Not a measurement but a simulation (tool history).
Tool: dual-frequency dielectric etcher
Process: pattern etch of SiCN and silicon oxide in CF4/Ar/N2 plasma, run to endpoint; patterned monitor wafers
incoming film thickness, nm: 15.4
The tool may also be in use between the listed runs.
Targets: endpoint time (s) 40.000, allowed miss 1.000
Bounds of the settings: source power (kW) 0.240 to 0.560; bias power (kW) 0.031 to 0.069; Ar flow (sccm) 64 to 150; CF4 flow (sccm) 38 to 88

| run | day | source power (kW) | bias power (kW) | Ar flow (sccm) | CF4 flow (sccm) | endpoint time (s) |
|---|---|---|---|---|---|---|
| 1 | 0.000 | 0.400 | 0.050 | 107 | 63 | 22.828 |
| 2 | 0.317 | 0.400 | 0.050 | 125 | 63 | 23.461 |
| 3 | 0.379 | 0.400 | 0.050 | 136 | 63 | 23.791 |
| 4 | 0.421 | 0.400 | 0.042 | 136 | 63 | 26.016 |
| 5 | 0.454 | 0.400 | 0.037 | 136 | 63 | 27.602 |
| 6 | 0.492 | 0.400 | 0.037 | 136 | 54 | 28.389 |
| 7 | 0.842 | 0.360 | 0.037 | 136 | 54 | 30.652 |
| 8 | 1.004 | 0.330 | 0.036 | 136 | 54 | 33.248 |
| 9 | 1.067 | 0.310 | 0.036 | 136 | 54 | 34.883 |
| 10 | 1.117 | 0.300 | 0.036 | 136 | 54 | 35.782 |
| 11 | 1.208 | 0.290 | 0.036 | 136 | 54 | 36.432 |
| 12 | 1.250 | 0.280 | 0.036 | 136 | 54 | 37.543 |
| 13 | 1.508 | 0.270 | 0.036 | 136 | 54 | 38.776 |

5 next moves are on the table. One of them brings every result within its allowed miss. Which?
| A | 1.767 | 0.290 | 0.035 | 150 | 56 | ? |
| B | 1.767 | 0.300 | 0.035 | 140 | 38 | ? |
| C | 1.767 | 0.240 | 0.041 | 150 | 52 | ? |
| D | 1.767 | 0.270 | 0.035 | 138 | 65 | ? |
| E | 1.767 | 0.280 | 0.038 | 142 | 54 | ? |

| move | endpoint time (s) |
|---|---|
| A | 37.937 |
| B | 38.573 |
| C | 40.192 |
| D | 38.414 |
| E | 36.979 |
A: further off than the last run
B: further off than the last run
C: meets every target
D: further off than the last run
E: further off than the last run
Move C is the one to make.
